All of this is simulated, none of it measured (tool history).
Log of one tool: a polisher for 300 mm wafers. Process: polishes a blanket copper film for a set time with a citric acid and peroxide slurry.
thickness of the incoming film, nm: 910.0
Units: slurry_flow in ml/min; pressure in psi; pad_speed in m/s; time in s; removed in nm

| run | hour | slurry_flow | pressure | pad_speed | slurry_solids | time | removed |
|---|---|---|---|---|---|---|---|
| 1 | 0 | 230 | 4.2 | 1.18 | 1 | 23 | 76.043 |
| 2 | 6.5 | 270 | 4.2 | 1.18 | 1 | 23 | 78.218 |
| 3 | 11.5 | 265 | 3.7 | 1.18 | 1 | 23 | 69.414 |
| 4 | 20.2 | 260 | 3.3 | 1.18 | 1 | 23 | 61.59 |
| 5 | 24.8 | 255 | 3.1 | 1.18 | 1 | 23 | 58.983 |
| 6 | 30.6 | 250 | 2.9 | 1.18 | 1 | 23 | 55.3 |

Run 7 comes next. What will it give?
| 7 | 34.7 | 240 | 2.8 | 1.18 | 1 | 23 | ? |

Run 7 gave removed 52.816 nm.
